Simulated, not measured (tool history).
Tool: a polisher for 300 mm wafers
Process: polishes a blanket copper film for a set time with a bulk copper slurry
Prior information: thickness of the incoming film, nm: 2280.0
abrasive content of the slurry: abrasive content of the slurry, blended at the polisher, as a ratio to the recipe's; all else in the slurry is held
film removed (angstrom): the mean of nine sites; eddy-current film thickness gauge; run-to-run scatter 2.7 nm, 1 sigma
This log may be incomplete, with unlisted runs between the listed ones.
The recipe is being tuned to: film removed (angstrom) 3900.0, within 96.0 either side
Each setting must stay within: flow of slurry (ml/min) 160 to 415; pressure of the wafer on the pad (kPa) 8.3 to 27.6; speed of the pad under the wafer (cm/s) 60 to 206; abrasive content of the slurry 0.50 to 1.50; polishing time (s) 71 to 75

run    day  flow of slurry (ml/min)  pressure of the wafer on the pad (kPa)  speed of the pad under the wafer (cm/s)  abrasive content of the slurry  polishing time (s)  film removed (angstrom)
  1  0.000                      265                                    17.9                                      132                            1.00                  71                   7177.5
  2  0.117                      265                                    17.9                                      132                            0.85                  71                   6875.0
  3  0.179                      265                                    17.9                                      104                            0.85                  71                   5467.4
  4  0.329                      265                                    17.9                                       84                            0.85                  71                   4519.7
  5  0.683                      265                                    21.4                                       84                            0.85                  71                   5354.0
  6  1.004                      265                                    20.7                                       84                            0.85                  71                   5231.2
  7  1.342                      265                                    20.0                                       84                            0.85                  71                   4989.4
  8  1.475                      265                                    19.3                                       84                            0.85                  71                   4850.5
  9  1.679                      265                                    18.6                                       84                            0.85                  71                   4670.5

Of the 4 settings listed for the next run, only one would bring every result within its allowed miss of target. Which one?
  A  1.883                      230                                    16.5                                       84                            0.85                  71                        ?
  B  1.883                      325                                    15.2                                       88                            0.80                  75                        ?
  C  1.883                      265                                    17.2                                       78                            0.90                  71                        ?
  D  1.883                      225                                    13.1                                       94                            1.10                  72                        ?

move  film removed (angstrom)
   A                   4112.6
   B                   4260.5
   C                   4085.6
   D                   3902.6
A: better than the last run, though not everything is in spec
B: better than the last run, though not everything is in spec
C: better than the last run, though not everything is in spec
D: each result inside its tolerance
Go with D: it meets all targets.
